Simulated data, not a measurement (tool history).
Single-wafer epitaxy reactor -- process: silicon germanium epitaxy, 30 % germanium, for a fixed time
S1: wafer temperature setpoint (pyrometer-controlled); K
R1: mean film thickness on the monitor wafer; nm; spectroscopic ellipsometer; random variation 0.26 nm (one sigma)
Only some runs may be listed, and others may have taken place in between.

run 1 day=0.000 | S1=888.15 chamber_pressure_(Pa)=2400 | R1=75.298
run 2 day=0.325 | S1=890.15 chamber_pressure_(Pa)=2400 | R1=78.256
run 3 day=0.700 | S1=891.15 chamber_pressure_(Pa)=2400 | R1=80.153
run 4 day=1.021 | S1=891.15 chamber_pressure_(Pa)=2640 | R1=83.215
run 5 day=1.188 | S1=901.15 chamber_pressure_(Pa)=2640 | R1=101.280
run 6 day=1.242 | S1=908.15 chamber_pressure_(Pa)=2640 | R1=115.520

The next listed run, before its measurement:
run 7 day=1.279 | S1=896.15 chamber_pressure_(Pa)=2613 | R1=?

Logged for run 7: R1 91.187 nm.
